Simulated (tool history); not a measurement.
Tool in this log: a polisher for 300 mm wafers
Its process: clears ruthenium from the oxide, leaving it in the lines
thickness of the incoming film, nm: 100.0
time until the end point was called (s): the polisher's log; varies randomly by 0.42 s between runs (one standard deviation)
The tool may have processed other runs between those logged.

run	hour	flow of slurry (ml/min)	pressure of the wafer on the pad (kPa)	speed of the pad under the wafer (m/s)	overpolish time after the end point (s)	time until the end point was called (s)
1	0	190	15.2	1.04	39	73.748
2	2.3	190	13.1	1.04	39	84.813
3	8.8	190	14.5	1.04	39	76.976
4	17	190	14.5	1.04	39	76.771
5	24.8	190	17.9	1.04	39	64.139
6	30.3	190	18.6	1.04	39	61.485
7	32	190	19.3	1.04	39	58.762
8	38.9	205	23.4	1.06	39	46.313

The next listed run, before its measurement:
9	41.1	205	24.1	1.08	39	?

Run 9 produced time until the end point was called (s) 43.999.
